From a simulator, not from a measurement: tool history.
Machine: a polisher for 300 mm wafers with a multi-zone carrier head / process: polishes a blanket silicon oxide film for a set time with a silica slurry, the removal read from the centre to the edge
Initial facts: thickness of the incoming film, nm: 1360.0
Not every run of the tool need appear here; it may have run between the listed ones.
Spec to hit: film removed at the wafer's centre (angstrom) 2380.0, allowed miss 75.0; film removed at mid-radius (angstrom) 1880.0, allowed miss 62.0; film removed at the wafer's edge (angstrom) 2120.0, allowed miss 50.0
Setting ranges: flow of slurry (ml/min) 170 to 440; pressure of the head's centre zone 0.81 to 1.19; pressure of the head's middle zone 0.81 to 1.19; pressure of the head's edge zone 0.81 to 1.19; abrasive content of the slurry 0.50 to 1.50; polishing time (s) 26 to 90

run,hour,flow of slurry (ml/min),pressure of the head's centre zone,pressure of the head's middle zone,pressure of the head's edge zone,abrasive content of the slurry,polishing time (s),film removed at the wafer's centre (angstrom),film removed at mid-radius (angstrom),film removed at the wafer's edge (angstrom)
1,0.0,280,1.00,1.00,1.00,1.00,58,2490.9,2464.6,2488.0
2,3.0,270,1.01,0.96,0.97,0.95,58,2441.0,2346.5,2397.4
3,8.7,265,1.03,0.93,0.96,0.90,58,2476.2,2233.8,2355.0
4,15.5,265,1.03,0.93,0.91,0.90,58,2484.0,2227.1,2287.1
5,20.3,265,1.03,0.93,0.91,0.80,58,2362.0,2131.8,2166.7
6,27.4,260,1.03,0.90,0.90,0.80,58,2359.6,2123.2,2172.4
7,29.8,260,1.03,0.90,0.90,0.80,58,2400.6,2127.9,2189.1
8,31.8,255,1.04,0.88,0.91,0.75,58,2320.9,2000.1,2138.4
9,32.4,250,1.05,0.87,0.91,0.75,58,2302.6,1990.7,2138.1
10,34.2,250,1.06,0.86,0.91,0.75,58,2360.0,1979.7,2127.5
11,36.3,245,1.07,0.85,0.91,0.75,58,2362.0,1951.9,2152.2

4 candidate next runs follow, results not yet known. Just one meets every target within its allowed miss. Identify it.
A,38.4,245,1.00,0.89,1.08,0.55,64,?,?,?
B,38.4,230,0.94,0.87,0.93,0.85,58,?,?,?
C,38.4,275,1.11,0.83,0.94,0.70,57,?,?,?
D,38.4,290,1.03,0.81,1.01,0.95,52,?,?,?

move,film removed at the wafer's centre (angstrom),film removed at mid-radius (angstrom),film removed at the wafer's edge (angstrom)
A,2175.0,2018.7,2263.7
B,2135.4,2079.2,2230.0
C,2378.3,1889.2,2093.8
D,2252.8,1897.1,2199.0
A: further off than the last run
B: further off than the last run
C: in spec on every target
D: brings the result that was furthest off to its target, and leaves another outside
So the answer is move C, the one that meets all the targets.

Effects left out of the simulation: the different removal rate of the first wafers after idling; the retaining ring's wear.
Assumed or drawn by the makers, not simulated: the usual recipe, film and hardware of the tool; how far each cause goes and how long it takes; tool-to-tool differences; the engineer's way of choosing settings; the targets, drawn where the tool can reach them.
